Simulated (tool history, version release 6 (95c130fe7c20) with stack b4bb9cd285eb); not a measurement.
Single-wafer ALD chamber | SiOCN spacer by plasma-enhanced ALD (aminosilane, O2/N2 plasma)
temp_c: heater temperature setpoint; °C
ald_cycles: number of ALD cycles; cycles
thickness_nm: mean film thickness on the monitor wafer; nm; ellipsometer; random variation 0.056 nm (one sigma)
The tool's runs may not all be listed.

| run | day | temp_c | ald_cycles | thickness_nm |
|---|---|---|---|---|
| 1 | 0.000 | 380 | 114 | 7.6568 |
| 2 | 0.100 | 386 | 114 | 7.6206 |
| 3 | 0.204 | 386 | 119 | 7.9130 |
| 4 | 0.583 | 386 | 123 | 8.2529 |
| 5 | 0.796 | 386 | 126 | 8.5813 |
| 6 | 0.842 | 382 | 126 | 8.4229 |
| 7 | 1.083 | 382 | 129 | 8.6394 |
| 8 | 1.262 | 382 | 131 | 8.7486 |
| 9 | 1.379 | 382 | 133 | 8.9130 |
| 10 | 1.471 | 382 | 134 | 8.9638 |
| 11 | 1.825 | 382 | 135 | 9.0944 |
| 12 | 1.971 | 382 | 136 | 9.1428 |

Forecast run 13:
| 13 | 2.312 | 382 | 137 | ? |

thickness_nm: 9.2072 nm
